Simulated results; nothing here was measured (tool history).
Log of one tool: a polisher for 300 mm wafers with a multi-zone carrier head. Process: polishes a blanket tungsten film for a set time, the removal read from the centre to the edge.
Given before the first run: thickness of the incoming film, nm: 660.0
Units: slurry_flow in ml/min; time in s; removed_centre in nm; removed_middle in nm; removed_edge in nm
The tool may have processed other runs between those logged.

run	hour	slurry_flow	centre_zone	middle_zone	edge_zone	slurry_solids	time	removed_centre	removed_middle	removed_edge
1	0.0	245	1.00	1.00	1.00	1.00	44	202.11	205.00	200.13
2	2.7	245	1.00	1.00	1.00	1.00	52	240.81	239.26	239.07
3	4.5	245	1.00	1.00	1.06	1.00	52	240.65	245.57	242.98
4	11.9	245	1.06	1.00	1.06	1.00	52	253.41	244.53	241.03
5	19.3	245	1.06	1.00	1.06	1.00	60	294.25	285.22	284.83
6	28.0	210	1.06	1.00	1.06	1.00	60	286.29	269.54	282.36
7	36.5	220	1.06	1.02	1.04	0.95	60	286.30	272.06	269.92

Run 8, settings as shown, results not yet in. Your forecast:
8	37.7	225	1.06	1.04	1.03	0.95	60	?	?	?

{"run 8": {"removed_centre": 287.69, "removed_middle": 284.63, "removed_edge": 273.67}}
